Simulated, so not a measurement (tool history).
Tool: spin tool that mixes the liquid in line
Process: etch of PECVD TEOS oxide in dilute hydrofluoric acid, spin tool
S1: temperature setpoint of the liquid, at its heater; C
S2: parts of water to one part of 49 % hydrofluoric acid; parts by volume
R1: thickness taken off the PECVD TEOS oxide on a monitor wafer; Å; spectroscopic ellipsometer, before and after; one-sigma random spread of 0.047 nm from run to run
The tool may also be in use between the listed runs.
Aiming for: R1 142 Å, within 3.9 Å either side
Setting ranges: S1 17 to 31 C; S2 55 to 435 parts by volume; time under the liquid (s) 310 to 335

Run 1, hour 0: S1 23 C, S2 245 parts by volume, time under the liquid (s) 310. Result: R1 122.64 Å.
Run 2, hour 1: S1 21 C, S2 245 parts by volume, time under the liquid (s) 310. Result: R1 114.21 Å.
Run 3, hour 5.2: S1 21 C, S2 330 parts by volume, time under the liquid (s) 310. Result: R1 78.225 Å.
Run 4, hour 9.1: S1 21 C, S2 410 parts by volume, time under the liquid (s) 310. Result: R1 58.567 Å.
Run 5, hour 15.9: S1 23 C, S2 380 parts by volume, time under the liquid (s) 310. Result: R1 69.675 Å.
Run 6, hour 18.9: S1 23 C, S2 345 parts by volume, time under the liquid (s) 310. Result: R1 79.083 Å.
Run 7, hour 21.2: S1 24.5 C, S2 325 parts by volume, time under the liquid (s) 310. Result: R1 90.268 Å.
Run 8, hour 23.9: S1 25.5 C, S2 310 parts by volume, time under the liquid (s) 310. Result: R1 99.595 Å.
Run 9, hour 27.4: S1 26.5 C, S2 300 parts by volume, time under the liquid (s) 310. Result: R1 107.28 Å.
Run 10, hour 32: S1 27.5 C, S2 290 parts by volume, time under the liquid (s) 310. Result: R1 115.89 Å.
Run 11, hour 37.2: S1 28 C, S2 285 parts by volume, time under the liquid (s) 310. Result: R1 119.8 Å.
Run 12, hour 40: S1 28 C, S2 285 parts by volume, time under the liquid (s) 310. Result: R1 120.48 Å.
Run 13, hour 44.9: S1 28.5 C, S2 280 parts by volume, time under the liquid (s) 310. Result: R1 125.19 Å.
Run 14, hour 53.2: S1 28.5 C, S2 280 parts by volume, time under the liquid (s) 310. Result: R1 124.52 Å.
Run 15, hour 60.9: S1 29 C, S2 275 parts by volume, time under the liquid (s) 310. Result: R1 130.28 Å.
Run 16, hour 68.5: S1 29.5 C, S2 275 parts by volume, time under the liquid (s) 310. Result: R1 132.72 Å.

Of the 4 settings listed for the next run, only one would bring every result within its allowed miss of target. Which one?
Run A, hour 76.1: S1 28 C, S2 250 parts by volume, time under the liquid (s) 335. Result: R1 ?.
Run B, hour 76.1: S1 30.5 C, S2 250 parts by volume, time under the liquid (s) 310. Result: R1 ?.
Run C, hour 76.1: S1 31 C, S2 270 parts by volume, time under the liquid (s) 310. Result: R1 ?.
Run D, hour 76.1: S1 27 C, S2 245 parts by volume, time under the liquid (s) 335. Result: R1 ?.

move      R1
   A  153.82
   B  154.82
   C  142.37
   D  152.49
A: moves the result that the last run missed by most past its target, out the other side
B: moves the result that the last run missed by most past its target, out the other side
C: every result lands within tolerance
D: moves the result that the last run missed by most past its target, out the other side
Answer: C
